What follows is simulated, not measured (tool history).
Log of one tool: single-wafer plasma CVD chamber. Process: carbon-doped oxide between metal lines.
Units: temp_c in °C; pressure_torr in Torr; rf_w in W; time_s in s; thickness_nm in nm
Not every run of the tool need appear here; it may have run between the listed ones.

Run 1, day 0.000: temp_c 345 °C, pressure_torr 6.47 Torr, rf_w 415 W, time_s 11.8 s. Result: thickness_nm 55.281 nm.
Run 2, day 0.312: temp_c 347 °C, pressure_torr 6.33 Torr, rf_w 415 W, time_s 11.8 s. Result: thickness_nm 55.302 nm.
Run 3, day 0.367: temp_c 347 °C, pressure_torr 6.33 Torr, rf_w 470 W, time_s 11.8 s. Result: thickness_nm 59.326 nm.
Run 4, day 0.500: temp_c 347 °C, pressure_torr 7.20 Torr, rf_w 470 W, time_s 11.8 s. Result: thickness_nm 60.152 nm.
Run 5, day 0.800: temp_c 350 °C, pressure_torr 6.99 Torr, rf_w 455 W, time_s 11.8 s. Result: thickness_nm 58.425 nm.
Run 6, day 0.912: temp_c 340 °C, pressure_torr 6.99 Torr, rf_w 455 W, time_s 11.8 s. Result: thickness_nm 59.998 nm.
Run 7, day 1.158: temp_c 344 °C, pressure_torr 6.70 Torr, rf_w 445 W, time_s 11.8 s. Result: thickness_nm 58.983 nm.
Run 8, day 1.275: temp_c 348 °C, pressure_torr 6.56 Torr, rf_w 440 W, time_s 11.8 s. Result: thickness_nm 57.606 nm.
Run 9, day 1.521: temp_c 350 °C, pressure_torr 6.44 Torr, rf_w 425 W, time_s 11.8 s. Result: thickness_nm 55.457 nm.

Estimate the outcome of run 10 from the log above:
Run 10, day 1.662: temp_c 353 °C, pressure_torr 6.31 Torr, rf_w 420 W, time_s 11.8 s. Result: thickness_nm ?.

For run 10 the tool returned thickness_nm 54.692 nm.
